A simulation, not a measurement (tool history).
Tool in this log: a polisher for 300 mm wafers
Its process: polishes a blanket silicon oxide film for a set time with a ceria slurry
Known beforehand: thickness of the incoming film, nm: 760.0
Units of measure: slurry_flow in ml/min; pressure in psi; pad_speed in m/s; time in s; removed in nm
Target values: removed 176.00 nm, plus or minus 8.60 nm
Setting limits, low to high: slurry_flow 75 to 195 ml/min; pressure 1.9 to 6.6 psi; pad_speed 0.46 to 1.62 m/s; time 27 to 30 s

Run 1, hour 0.0: slurry_flow 125 ml/min, pressure 4.2 psi, pad_speed 1.04 m/s, time 30 s. Result: removed 238.78 nm.
Run 2, hour 1.2: slurry_flow 125 ml/min, pressure 4.1 psi, pad_speed 1.04 m/s, time 30 s. Result: removed 234.70 nm.
Run 3, hour 10.2: slurry_flow 125 ml/min, pressure 4.0 psi, pad_speed 1.04 m/s, time 30 s. Result: removed 226.80 nm.
Run 4, hour 12.3: slurry_flow 125 ml/min, pressure 4.0 psi, pad_speed 1.04 m/s, time 27 s. Result: removed 203.39 nm.
Run 5, hour 19.4: slurry_flow 125 ml/min, pressure 4.8 psi, pad_speed 1.04 m/s, time 27 s. Result: removed 246.43 nm.
Run 6, hour 23.1: slurry_flow 125 ml/min, pressure 4.7 psi, pad_speed 1.04 m/s, time 27 s. Result: removed 238.08 nm.
At hour 29.3: head pressure recalibrated.
Run 7, hour 29.3: slurry_flow 125 ml/min, pressure 4.6 psi, pad_speed 1.04 m/s, time 27 s. Result: removed 214.17 nm.
Run 8, hour 30.6: slurry_flow 125 ml/min, pressure 4.5 psi, pad_speed 1.04 m/s, time 27 s. Result: removed 203.67 nm.

Below are 4 possible settings for the next run. Only one of them brings all results inside the allowed miss of their targets. Which is it?
Run A, hour 31.9: slurry_flow 115 ml/min, pressure 3.6 psi, pad_speed 0.98 m/s, time 27 s. Result: removed ?.
Run B, hour 31.9: slurry_flow 115 ml/min, pressure 3.2 psi, pad_speed 1.04 m/s, time 27 s. Result: removed ?.
Run C, hour 31.9: slurry_flow 95 ml/min, pressure 4.2 psi, pad_speed 0.98 m/s, time 27 s. Result: removed ?.
Run D, hour 31.9: slurry_flow 130 ml/min, pressure 3.8 psi, pad_speed 0.84 m/s, time 29 s. Result: removed ?.

move  removed
   A   159.35
   B   152.18
   C   177.66
   D   157.52
A: takes the result that was furthest off past its target
B: takes the result that was furthest off past its target
C: all results in spec
D: takes the result that was furthest off past its target
The right move is C.
